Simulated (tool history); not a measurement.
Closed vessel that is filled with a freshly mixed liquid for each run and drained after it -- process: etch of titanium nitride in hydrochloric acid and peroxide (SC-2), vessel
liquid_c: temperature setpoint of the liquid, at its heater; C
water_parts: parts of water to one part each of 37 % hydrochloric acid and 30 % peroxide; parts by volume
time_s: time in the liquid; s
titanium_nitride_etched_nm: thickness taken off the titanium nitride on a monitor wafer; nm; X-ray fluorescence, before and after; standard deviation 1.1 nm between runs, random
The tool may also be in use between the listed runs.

Run 1, hour 0.0: liquid_c 60.0 C, water_parts 12.0 parts by volume, time_s 1805 s. Result: titanium_nitride_etched_nm 65.319 nm.
Run 2, hour 5.8: liquid_c 64.5 C, water_parts 12.0 parts by volume, time_s 1805 s. Result: titanium_nitride_etched_nm 87.010 nm.
Run 3, hour 14.9: liquid_c 61.5 C, water_parts 12.0 parts by volume, time_s 1805 s. Result: titanium_nitride_etched_nm 72.026 nm.
Run 4, hour 17.9: liquid_c 61.5 C, water_parts 12.0 parts by volume, time_s 1920 s. Result: titanium_nitride_etched_nm 76.357 nm.
Run 5, hour 27.2: liquid_c 65.0 C, water_parts 10.5 parts by volume, time_s 1920 s. Result: titanium_nitride_etched_nm 106.930 nm.
Run 6, hour 33.4: liquid_c 67.5 C, water_parts 9.5 parts by volume, time_s 1920 s. Result: titanium_nitride_etched_nm 133.800 nm.
Run 7, hour 42.4: liquid_c 67.5 C, water_parts 9.5 parts by volume, time_s 1920 s. Result: titanium_nitride_etched_nm 134.310 nm.
Run 8, hour 51.8: liquid_c 69.0 C, water_parts 9.0 parts by volume, time_s 1920 s. Result: titanium_nitride_etched_nm 154.310 nm.

Predict the results of run 9:
Run 9, hour 58.7: liquid_c 70.0 C, water_parts 8.5 parts by volume, time_s 1920 s. Result: titanium_nitride_etched_nm ?.

Run 9 measured titanium_nitride_etched_nm 170.710 nm.

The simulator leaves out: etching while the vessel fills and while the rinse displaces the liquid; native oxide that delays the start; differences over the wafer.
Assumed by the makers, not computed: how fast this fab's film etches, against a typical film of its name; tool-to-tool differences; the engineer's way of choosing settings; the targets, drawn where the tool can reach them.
